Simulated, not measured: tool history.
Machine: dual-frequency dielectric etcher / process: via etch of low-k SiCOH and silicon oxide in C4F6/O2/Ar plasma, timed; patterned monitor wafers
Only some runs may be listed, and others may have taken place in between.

run,hour,source power (W),bias power (W),etch time (s),mean etch depth across the wafer (nm)
1,0,400,142,30.5,65.123
2,1.2,400,142,28,59.199
3,9.5,330,142,28,52.78
4,18.5,350,143,28,54.661
5,22.3,370,144,28,56.847
# hour 23.1: source power generator calibrated
6,23.1,390,145,28,60.395
7,30,470,152,28,67.131

Run 8 has not been measured yet. What should we expect?
8,31.5,480,154,28,?

{"run 8": {"mean etch depth across the wafer (nm)": 69.04}}
